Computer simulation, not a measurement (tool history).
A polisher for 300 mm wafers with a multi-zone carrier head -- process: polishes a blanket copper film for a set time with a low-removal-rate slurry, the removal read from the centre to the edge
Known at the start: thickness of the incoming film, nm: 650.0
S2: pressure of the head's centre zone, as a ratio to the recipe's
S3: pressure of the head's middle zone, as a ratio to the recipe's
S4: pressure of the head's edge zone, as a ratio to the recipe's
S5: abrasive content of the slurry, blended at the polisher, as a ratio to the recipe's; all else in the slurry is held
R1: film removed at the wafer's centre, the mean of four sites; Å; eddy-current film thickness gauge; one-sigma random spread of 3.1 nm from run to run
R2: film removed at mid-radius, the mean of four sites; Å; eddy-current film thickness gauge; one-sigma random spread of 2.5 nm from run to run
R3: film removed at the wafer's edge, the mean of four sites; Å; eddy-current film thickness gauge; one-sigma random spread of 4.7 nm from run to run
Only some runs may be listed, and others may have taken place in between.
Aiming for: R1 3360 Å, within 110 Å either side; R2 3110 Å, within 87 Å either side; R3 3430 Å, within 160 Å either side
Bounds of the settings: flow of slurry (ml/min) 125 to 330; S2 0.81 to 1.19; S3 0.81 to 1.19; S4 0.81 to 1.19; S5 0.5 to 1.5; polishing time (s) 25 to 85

run 1 hour=0 | flow_of_slurry_(ml/min)=210 S2=1 S3=1 S4=1 S5=1 polishing_time_(s)=55 | R1=2323.8 R2=2344.1 R3=2475
run 2 hour=3.1 | flow_of_slurry_(ml/min)=215 S2=1.02 S3=1.01 S4=1.03 S5=1.1 polishing_time_(s)=56 | R1=2452.1 R2=2445.5 R3=2551.6
run 3 hour=7.2 | flow_of_slurry_(ml/min)=215 S2=1.02 S3=1.01 S4=1.03 S5=1.1 polishing_time_(s)=69 | R1=3018.5 R2=3008.4 R3=3252.8
run 4 hour=16.1 | flow_of_slurry_(ml/min)=225 S2=1.03 S3=1.01 S4=1.04 S5=1.1 polishing_time_(s)=69 | R1=2989.6 R2=3051.2 R3=3248.9
run 5 hour=19.8 | flow_of_slurry_(ml/min)=225 S2=1.08 S3=1.01 S4=1.04 S5=1.1 polishing_time_(s)=69 | R1=3201.4 R2=3056.7 R3=3214.6
run 6 hour=23 | flow_of_slurry_(ml/min)=225 S2=1.02 S3=1.01 S4=1.04 S5=1.1 polishing_time_(s)=69 | R1=3002.6 R2=3048.3 R3=3264.5
run 7 hour=27.7 | flow_of_slurry_(ml/min)=225 S2=1.03 S3=1 S4=1.05 S5=1.15 polishing_time_(s)=69 | R1=3154.3 R2=3044.5 R3=3226.1
run 8 hour=33.5 | flow_of_slurry_(ml/min)=255 S2=1.03 S3=0.98 S4=1.15 S5=1.15 polishing_time_(s)=70 | R1=3175.7 R2=3044.9 R3=3490.3
run 9 hour=36 | flow_of_slurry_(ml/min)=260 S2=1.04 S3=0.98 S4=1.14 S5=1.15 polishing_time_(s)=70 | R1=3171.8 R2=3059.5 R3=3410.2
run 10 hour=39.1 | flow_of_slurry_(ml/min)=260 S2=1.05 S3=0.98 S4=1.14 S5=1.15 polishing_time_(s)=70 | R1=3241 R2=3077.9 R3=3458.3

Which single option among these 4 for the next run brings every result within its allowed miss of target? Just one does.
run A hour=42.2 | flow_of_slurry_(ml/min)=205 S2=0.96 S3=0.91 S4=1.12 S5=1 polishing_time_(s)=77 | R1=? R2=? R3=?
run B hour=42.2 | flow_of_slurry_(ml/min)=290 S2=1.09 S3=1 S4=1.14 S5=1.35 polishing_time_(s)=67 | R1=? R2=? R3=?
run C hour=42.2 | flow_of_slurry_(ml/min)=255 S2=1.02 S3=0.97 S4=1.19 S5=1.15 polishing_time_(s)=69 | R1=? R2=? R3=?
run D hour=42.2 | flow_of_slurry_(ml/min)=265 S2=1.05 S3=1.02 S4=1.11 S5=1.25 polishing_time_(s)=66 | R1=? R2=? R3=?

move=A R1=3162 R2=3003.3 R3=3727.4
move=B R1=3437.6 R2=3092.7 R3=3546.2
move=C R1=3170.7 R2=2978 R3=3596.7
move=D R1=3185.1 R2=3028.8 R3=3372.7
A: its largest miss is bigger than the last run's
B: each result inside its tolerance
C: its largest miss is bigger than the last run's
D: its largest miss is bigger than the last run's
Answer: B

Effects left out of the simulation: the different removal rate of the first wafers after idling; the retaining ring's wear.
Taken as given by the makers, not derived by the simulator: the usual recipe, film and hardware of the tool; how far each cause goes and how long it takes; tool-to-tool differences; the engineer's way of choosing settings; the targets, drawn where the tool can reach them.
